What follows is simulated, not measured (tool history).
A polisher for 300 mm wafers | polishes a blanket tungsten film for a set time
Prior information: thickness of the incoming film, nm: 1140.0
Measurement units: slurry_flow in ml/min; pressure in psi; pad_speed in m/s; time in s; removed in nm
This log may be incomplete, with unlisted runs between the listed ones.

run 1 hour=0.0 | slurry_flow=225 pressure=3.7 pad_speed=1.12 slurry_solids=1.0 time=39 | removed=203.39
run 2 hour=1.3 | slurry_flow=225 pressure=3.8 pad_speed=1.12 slurry_solids=1.0 time=39 | removed=207.90
run 3 hour=3.6 | slurry_flow=225 pressure=3.9 pad_speed=1.12 slurry_solids=1.0 time=39 | removed=211.25
run 4 hour=9.4 | slurry_flow=180 pressure=3.9 pad_speed=1.12 slurry_solids=1.0 time=39 | removed=205.70
run 5 hour=10.2 | slurry_flow=180 pressure=3.1 pad_speed=1.12 slurry_solids=1.0 time=39 | removed=164.02
run 6 hour=16.7 | slurry_flow=185 pressure=3.3 pad_speed=1.12 slurry_solids=1.0 time=39 | removed=175.90
run 7 hour=18.6 | slurry_flow=215 pressure=4.3 pad_speed=1.14 slurry_solids=1.0 time=39 | removed=231.48
run 8 hour=24.2 | slurry_flow=220 pressure=4.3 pad_speed=1.14 slurry_solids=1.0 time=39 | removed=231.57
run 9 hour=29.1 | slurry_flow=225 pressure=4.3 pad_speed=1.14 slurry_solids=1.0 time=39 | removed=233.10

For run 10, what comes out?
run 10 hour=35.7 | slurry_flow=230 pressure=4.3 pad_speed=1.14 slurry_solids=1.0 time=39 | removed=?

{"run 10": {"removed": 240.16}}
